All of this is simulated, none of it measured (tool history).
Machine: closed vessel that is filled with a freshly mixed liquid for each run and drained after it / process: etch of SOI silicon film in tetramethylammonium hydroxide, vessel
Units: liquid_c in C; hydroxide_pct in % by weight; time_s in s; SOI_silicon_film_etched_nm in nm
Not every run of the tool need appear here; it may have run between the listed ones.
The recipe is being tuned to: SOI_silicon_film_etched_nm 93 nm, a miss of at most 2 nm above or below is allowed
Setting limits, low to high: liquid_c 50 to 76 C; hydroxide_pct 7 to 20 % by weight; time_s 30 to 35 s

Run 1, day 0: liquid_c 63 C, hydroxide_pct 13.5 % by weight, time_s 35 s. Result: SOI_silicon_film_etched_nm 155.25 nm.
Run 2, day 0.05: liquid_c 61 C, hydroxide_pct 13.5 % by weight, time_s 35 s. Result: SOI_silicon_film_etched_nm 138.52 nm.
Run 3, day 0.379: liquid_c 59.5 C, hydroxide_pct 13.5 % by weight, time_s 35 s. Result: SOI_silicon_film_etched_nm 126.15 nm.
Run 4, day 0.662: liquid_c 58.5 C, hydroxide_pct 13.5 % by weight, time_s 35 s. Result: SOI_silicon_film_etched_nm 119.11 nm.
Run 5, day 0.75: liquid_c 58.5 C, hydroxide_pct 15 % by weight, time_s 35 s. Result: SOI_silicon_film_etched_nm 112.91 nm.
Run 6, day 1.133: liquid_c 57.5 C, hydroxide_pct 15 % by weight, time_s 35 s. Result: SOI_silicon_film_etched_nm 106.72 nm.
Run 7, day 1.329: liquid_c 57 C, hydroxide_pct 15 % by weight, time_s 35 s. Result: SOI_silicon_film_etched_nm 101.39 nm.
Run 8, day 1.588: liquid_c 56.5 C, hydroxide_pct 15 % by weight, time_s 35 s. Result: SOI_silicon_film_etched_nm 98.223 nm.
Run 9, day 1.917: liquid_c 56 C, hydroxide_pct 15 % by weight, time_s 35 s. Result: SOI_silicon_film_etched_nm 97.133 nm.

Which one of the following 4 next-run settings gets every result inside its allowed miss? There is exactly one.
Run A, day 2.246: liquid_c 54.5 C, hydroxide_pct 15.5 % by weight, time_s 35 s. Result: SOI_silicon_film_etched_nm ?.
Run B, day 2.246: liquid_c 55 C, hydroxide_pct 17 % by weight, time_s 35 s. Result: SOI_silicon_film_etched_nm ?.
Run C, day 2.246: liquid_c 58 C, hydroxide_pct 15.5 % by weight, time_s 30 s. Result: SOI_silicon_film_etched_nm ?.
Run D, day 2.246: liquid_c 56 C, hydroxide_pct 12.5 % by weight, time_s 30 s. Result: SOI_silicon_film_etched_nm ?.

move  SOI_silicon_film_etched_nm
   A                      86.844
   B                      86.837
   C                      93.182
   D                      90.684
A: the result that was furthest off in the last run now lies on the other side of its target
B: the result that was furthest off in the last run now lies on the other side of its target
C: all results in spec
D: the result that was furthest off in the last run now lies on the other side of its target
The right move is C.

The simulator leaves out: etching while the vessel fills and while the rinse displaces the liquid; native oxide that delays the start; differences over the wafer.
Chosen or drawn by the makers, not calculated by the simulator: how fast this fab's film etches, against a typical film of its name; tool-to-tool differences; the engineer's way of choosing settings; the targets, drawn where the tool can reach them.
